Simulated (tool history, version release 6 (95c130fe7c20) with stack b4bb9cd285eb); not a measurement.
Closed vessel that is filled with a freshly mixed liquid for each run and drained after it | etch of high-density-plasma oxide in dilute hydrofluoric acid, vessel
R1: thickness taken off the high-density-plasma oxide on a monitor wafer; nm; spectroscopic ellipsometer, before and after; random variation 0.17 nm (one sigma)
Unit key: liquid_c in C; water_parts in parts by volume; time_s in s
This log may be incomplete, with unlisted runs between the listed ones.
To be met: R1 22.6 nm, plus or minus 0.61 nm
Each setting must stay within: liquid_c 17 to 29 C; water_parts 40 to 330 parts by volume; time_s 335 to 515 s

run 1 hour=0 | liquid_c=21 water_parts=185 time_s=515 | R1=10.564
run 2 hour=5.9 | liquid_c=23 water_parts=165 time_s=515 | R1=13.341
run 3 hour=11 | liquid_c=23 water_parts=210 time_s=515 | R1=9.8588
run 4 hour=16.2 | liquid_c=23 water_parts=210 time_s=515 | R1=9.8031
run 5 hour=24.4 | liquid_c=24.5 water_parts=185 time_s=515 | R1=12.119
run 6 hour=31.7 | liquid_c=23 water_parts=185 time_s=515 | R1=11.425
run 7 hour=36.4 | liquid_c=24.5 water_parts=165 time_s=515 | R1=13.922
run 8 hour=44.7 | liquid_c=25.5 water_parts=150 time_s=515 | R1=16.388
run 9 hour=45.8 | liquid_c=26.5 water_parts=145 time_s=515 | R1=17.229
run 10 hour=48.5 | liquid_c=27 water_parts=140 time_s=515 | R1=18.734
run 11 hour=53.7 | liquid_c=27.5 water_parts=135 time_s=515 | R1=19.798
run 12 hour=57.7 | liquid_c=28 water_parts=130 time_s=515 | R1=20.965

Which of these 4 next moves meets every target?
run A hour=61.7 | liquid_c=29 water_parts=125 time_s=515 | R1=?
run B hour=61.7 | liquid_c=28 water_parts=140 time_s=515 | R1=?
run C hour=61.7 | liquid_c=29 water_parts=135 time_s=515 | R1=?
run D hour=61.7 | liquid_c=28 water_parts=145 time_s=515 | R1=?

move=A R1=22.717
move=B R1=19.171
move=C R1=20.768
move=D R1=18.397
A: every result lands within tolerance
B: its largest miss is bigger than the last run's
C: its largest miss is bigger than the last run's
D: its largest miss is bigger than the last run's
A is the move that brings every result within its allowed miss.
